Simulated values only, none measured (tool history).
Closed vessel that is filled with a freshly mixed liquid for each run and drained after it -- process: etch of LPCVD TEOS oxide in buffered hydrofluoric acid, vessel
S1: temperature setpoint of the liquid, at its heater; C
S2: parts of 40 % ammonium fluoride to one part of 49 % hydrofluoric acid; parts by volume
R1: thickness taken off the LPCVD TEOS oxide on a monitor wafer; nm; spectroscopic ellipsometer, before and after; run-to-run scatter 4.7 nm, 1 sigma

Run 1, hour 0: S1 22 C, S2 10 parts by volume, time in the liquid (s) 100. Result: R1 382.12 nm.
Run 2, hour 2.3: S1 24.5 C, S2 9.5 parts by volume, time in the liquid (s) 100. Result: R1 454.65 nm.
Run 3, hour 6.9: S1 24.5 C, S2 11.5 parts by volume, time in the liquid (s) 100. Result: R1 382.13 nm.
Run 4, hour 8.9: S1 24.5 C, S2 9 parts by volume, time in the liquid (s) 100. Result: R1 468.75 nm.
Run 5, hour 13.1: S1 26.5 C, S2 9 parts by volume, time in the liquid (s) 100. Result: R1 530.73 nm.
Run 6, hour 20.8: S1 24.5 C, S2 9 parts by volume, time in the liquid (s) 100. Result: R1 466.04 nm.
Run 7, hour 22.8: S1 26.5 C, S2 9 parts by volume, time in the liquid (s) 100. Result: R1 524.43 nm.

Run 8, settings as shown, results not yet in. Your forecast:
Run 8, hour 23.9: S1 27.5 C, S2 9 parts by volume, time in the liquid (s) 100. Result: R1 ?.

{"run 8": {"R1": 554.7}}
